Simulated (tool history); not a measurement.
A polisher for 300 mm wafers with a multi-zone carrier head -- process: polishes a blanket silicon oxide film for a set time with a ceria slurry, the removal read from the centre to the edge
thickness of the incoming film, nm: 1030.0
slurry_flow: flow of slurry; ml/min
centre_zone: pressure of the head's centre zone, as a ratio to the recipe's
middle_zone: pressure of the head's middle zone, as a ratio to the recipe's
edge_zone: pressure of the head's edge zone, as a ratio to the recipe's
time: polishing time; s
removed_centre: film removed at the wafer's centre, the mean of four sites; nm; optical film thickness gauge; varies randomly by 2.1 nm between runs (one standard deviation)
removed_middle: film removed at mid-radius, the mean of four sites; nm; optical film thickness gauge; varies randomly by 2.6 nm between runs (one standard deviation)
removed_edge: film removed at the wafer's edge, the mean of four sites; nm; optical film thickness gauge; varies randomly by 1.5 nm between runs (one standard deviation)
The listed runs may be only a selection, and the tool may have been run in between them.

run 1 hour=0.0 | slurry_flow=255 centre_zone=1.00 middle_zone=1.00 edge_zone=1.00 time=52 | removed_centre=139.73 removed_middle=144.39 removed_edge=141.41
run 2 hour=1.2 | slurry_flow=255 centre_zone=1.00 middle_zone=1.00 edge_zone=1.04 time=52 | removed_centre=142.25 removed_middle=146.56 removed_edge=145.96
run 3 hour=1.9 | slurry_flow=220 centre_zone=1.00 middle_zone=1.00 edge_zone=1.04 time=52 | removed_centre=136.07 removed_middle=147.06 removed_edge=143.58
run 4 hour=9.6 | slurry_flow=235 centre_zone=1.00 middle_zone=0.99 edge_zone=1.09 time=56 | removed_centre=145.88 removed_middle=156.63 removed_edge=158.17
run 5 hour=11.0 | slurry_flow=255 centre_zone=1.01 middle_zone=0.98 edge_zone=1.12 time=60 | removed_centre=160.71 removed_middle=164.49 removed_edge=172.63
run 6 hour=13.9 | slurry_flow=270 centre_zone=1.01 middle_zone=0.98 edge_zone=1.14 time=63 | removed_centre=171.14 removed_middle=176.68 removed_edge=184.54
-- hour=22.0 worn pad replaced by a new one
run 7 hour=22.0 | slurry_flow=280 centre_zone=1.00 middle_zone=0.94 edge_zone=1.19 time=69 | removed_centre=209.32 removed_middle=207.84 removed_edge=231.02
run 8 hour=25.7 | slurry_flow=210 centre_zone=0.98 middle_zone=0.94 edge_zone=1.13 time=68 | removed_centre=197.42 removed_middle=195.94 removed_edge=218.84

For run 9, what comes out?
run 9 hour=30.3 | slurry_flow=210 centre_zone=0.98 middle_zone=0.94 edge_zone=1.13 time=68 | removed_centre=? removed_middle=? removed_edge=?

Run 9 gave removed_centre 195.29 nm, removed_middle 201.17 nm, removed_edge 217.11 nm.

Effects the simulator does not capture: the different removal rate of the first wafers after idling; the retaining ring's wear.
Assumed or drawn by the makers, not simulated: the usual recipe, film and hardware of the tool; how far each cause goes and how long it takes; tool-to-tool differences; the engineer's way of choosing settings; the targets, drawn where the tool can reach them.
